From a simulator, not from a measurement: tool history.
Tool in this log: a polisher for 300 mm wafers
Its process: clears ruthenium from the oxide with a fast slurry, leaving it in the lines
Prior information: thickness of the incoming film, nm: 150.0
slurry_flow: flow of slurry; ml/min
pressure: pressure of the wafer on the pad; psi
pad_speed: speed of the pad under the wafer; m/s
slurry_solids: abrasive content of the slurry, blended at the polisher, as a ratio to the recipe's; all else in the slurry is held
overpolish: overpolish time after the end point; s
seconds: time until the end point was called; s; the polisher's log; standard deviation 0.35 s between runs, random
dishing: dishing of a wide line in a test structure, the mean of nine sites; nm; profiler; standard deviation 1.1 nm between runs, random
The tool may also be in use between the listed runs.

run,day,slurry_flow,pressure,pad_speed,slurry_solids,overpolish,seconds,dishing
1,0,180,2.9,1.1,1,17,40.684,58.008
2,0.371,180,2.6,1.1,1,17,45.743,54.854
3,0.658,180,2.6,1.1,1,13,45.613,42.728
4,0.75,180,2.3,1.1,1,13,50.901,38.303
5,0.933,175,2.6,1.1,1,15,45.762,48.015
6,1.254,175,2.6,1.1,0.8,15,51.313,42.471

Predict the results of run 7:
7,1.542,175,2.9,1.1,0.8,17,?,?

For run 7 the tool returned seconds 45.688 s, dishing 53.464 nm.

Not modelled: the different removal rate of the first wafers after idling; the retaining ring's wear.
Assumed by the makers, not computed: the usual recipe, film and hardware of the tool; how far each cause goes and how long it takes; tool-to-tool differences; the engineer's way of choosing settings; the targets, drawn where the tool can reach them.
